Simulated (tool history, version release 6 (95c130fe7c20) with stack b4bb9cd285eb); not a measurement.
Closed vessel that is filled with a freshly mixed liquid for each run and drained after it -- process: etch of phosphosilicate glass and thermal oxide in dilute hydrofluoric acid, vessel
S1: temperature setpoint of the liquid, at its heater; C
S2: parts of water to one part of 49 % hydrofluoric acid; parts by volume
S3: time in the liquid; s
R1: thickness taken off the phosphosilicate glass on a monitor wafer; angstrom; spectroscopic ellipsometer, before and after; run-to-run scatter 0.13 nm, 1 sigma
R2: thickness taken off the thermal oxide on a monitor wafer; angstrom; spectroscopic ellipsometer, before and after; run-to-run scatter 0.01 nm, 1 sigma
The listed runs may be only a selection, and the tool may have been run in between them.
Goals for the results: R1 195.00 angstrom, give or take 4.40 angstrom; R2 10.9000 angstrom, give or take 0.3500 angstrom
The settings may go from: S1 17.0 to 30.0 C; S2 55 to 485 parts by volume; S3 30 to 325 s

{"run": 1, "day": 0.0, "S1": 22.0, "S2": 270, "S3": 165, "R1": 406.71, "R2": 22.713}
{"run": 2, "day": 0.071, "S1": 21.0, "S2": 295, "S3": 165, "R1": 355.52, "R2": 19.615}
{"run": 3, "day": 0.171, "S1": 21.0, "S2": 295, "S3": 105, "R1": 228.87, "R2": 12.586}
{"run": 4, "day": 0.233, "S1": 21.0, "S2": 220, "S3": 105, "R1": 323.15, "R2": 17.891}
{"run": 5, "day": 0.338, "S1": 23.5, "S2": 220, "S3": 105, "R1": 354.49, "R2": 19.931}
{"run": 6, "day": 0.671, "S1": 23.5, "S2": 220, "S3": 75, "R1": 256.91, "R2": 14.155}
{"run": 7, "day": 0.967, "S1": 22.5, "S2": 230, "S3": 75, "R1": 232.22, "R2": 13.103}
{"run": 8, "day": 1.267, "S1": 21.5, "S2": 230, "S3": 75, "R1": 224.23, "R2": 12.397}
{"run": 9, "day": 1.425, "S1": 21.0, "S2": 230, "S3": 75, "R1": 220.32, "R2": 12.354}
{"run": 10, "day": 1.525, "S1": 17.5, "S2": 235, "S3": 75, "R1": 185.93, "R2": 10.481}

Next run, 5 choices. One meets every target within its allowed miss, the rest don't. Which?
{"run": "A", "day": 1.625, "S1": 17.0, "S2": 270, "S3": 95, "R1": "?", "R2": "?"}
{"run": "B", "day": 1.625, "S1": 17.5, "S2": 295, "S3": 95, "R1": "?", "R2": "?"}
{"run": "C", "day": 1.625, "S1": 17.0, "S2": 155, "S3": 45, "R1": "?", "R2": "?"}
{"run": "D", "day": 1.625, "S1": 26.5, "S2": 440, "S3": 120, "R1": "?", "R2": "?"}
{"run": "E", "day": 1.625, "S1": 18.5, "S2": 320, "S3": 100, "R1": "?", "R2": "?"}

move=A R1=196.51 R2=10.9500
move=B R1=179.45 R2=9.9998
move=C R1=179.95 R2=10.0270
move=D R1=182.21 R2=10.1540
move=E R1=176.96 R2=9.8608
A: in spec on every target
B: the biggest miss grows against the last run
C: the biggest miss grows against the last run
D: the biggest miss grows against the last run
E: the biggest miss grows against the last run
Answer: A
